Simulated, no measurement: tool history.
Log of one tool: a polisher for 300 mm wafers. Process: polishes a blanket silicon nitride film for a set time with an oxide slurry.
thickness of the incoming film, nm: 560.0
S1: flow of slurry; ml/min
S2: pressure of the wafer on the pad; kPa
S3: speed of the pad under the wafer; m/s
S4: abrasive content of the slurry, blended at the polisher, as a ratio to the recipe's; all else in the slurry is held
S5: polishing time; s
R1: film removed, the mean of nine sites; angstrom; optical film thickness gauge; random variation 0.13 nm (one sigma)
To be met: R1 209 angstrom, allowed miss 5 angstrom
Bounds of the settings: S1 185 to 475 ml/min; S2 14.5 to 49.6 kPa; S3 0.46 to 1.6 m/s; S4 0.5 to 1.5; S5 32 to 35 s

run,day,S1,S2,S3,S4,S5,R1
1,0,305,31.7,1.02,1,35,327.41
2,0.296,305,31.7,1.28,1,35,395.12
3,0.329,275,31.7,1.28,1,35,387.9
4,0.55,275,31.7,1.18,1,35,362.76
5,0.633,350,31.7,1.18,1,35,370.92
6,0.925,345,26.9,1.18,1,35,312.7
7,1.067,345,23.4,1.18,1,35,278.33
8,1.408,330,14.5,1.18,1,35,176.93
9,1.679,360,15.2,1.18,1,35,182.75
# day 1.879: slurry nozzle cleaned
10,1.879,365,15.9,1.18,1,35,194.22
11,2.012,385,15.9,1.18,1,35,194.46
12,2.096,395,16.5,1.18,1,35,202.3

5 next moves are on the table. One of them brings every result within its allowed miss. Which?
A,2.179,420,19.3,1.02,1.05,32,?
B,2.179,380,15.9,1.24,0.95,35,?
C,2.179,410,15.2,1.34,1.05,35,?
D,2.179,335,16.5,1.24,1,33,?
E,2.179,355,17.2,1.04,1.05,34,?

move,R1
A,197.64
B,201.11
C,213.82
D,199.91
E,189.92
A: further off than the last run
B: further off than the last run
C: meets every target
D: further off than the last run
E: further off than the last run
The right move is C.
